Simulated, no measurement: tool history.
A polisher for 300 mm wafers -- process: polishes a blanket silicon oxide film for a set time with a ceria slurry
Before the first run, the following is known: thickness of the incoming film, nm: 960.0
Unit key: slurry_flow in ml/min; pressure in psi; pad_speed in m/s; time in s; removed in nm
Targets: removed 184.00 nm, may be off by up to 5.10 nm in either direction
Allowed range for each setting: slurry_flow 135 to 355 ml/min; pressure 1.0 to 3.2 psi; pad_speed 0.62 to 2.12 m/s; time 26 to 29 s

run,day,slurry_flow,pressure,pad_speed,time,removed
1,0.000,225,2.1,1.36,29,125.65
2,0.083,230,2.3,1.36,29,137.70
3,0.404,230,2.3,1.22,29,128.25
4,0.767,200,2.3,1.22,29,123.79
5,0.804,180,2.3,1.22,29,122.25
6,0.846,180,2.3,1.06,29,110.46
7,0.883,195,2.5,1.08,29,121.81
8,1.129,205,2.7,1.12,29,137.29
9,1.192,215,2.8,1.14,29,143.98
10,1.292,215,2.8,1.14,29,145.29
11,1.612,240,3.2,1.20,29,174.26
12,1.792,240,3.2,1.22,29,176.79
13,2.108,240,3.2,1.24,29,176.86

Next run, 5 choices. One meets every target within its allowed miss, the rest don't. Which?
A,2.425,230,3.2,1.40,29,?
B,2.425,270,3.2,1.36,29,?
C,2.425,280,2.8,1.66,29,?
D,2.425,210,3.2,1.10,29,?
E,2.425,225,2.4,1.86,29,?

move,removed
A,195.02
B,194.23
C,200.36
D,160.43
E,184.50
A: carries the result that was furthest off beyond its target, to the other side
B: carries the result that was furthest off beyond its target, to the other side
C: carries the result that was furthest off beyond its target, to the other side
D: further off than the last run
E: each result inside its tolerance
So the answer is move E, the one that meets all the targets.
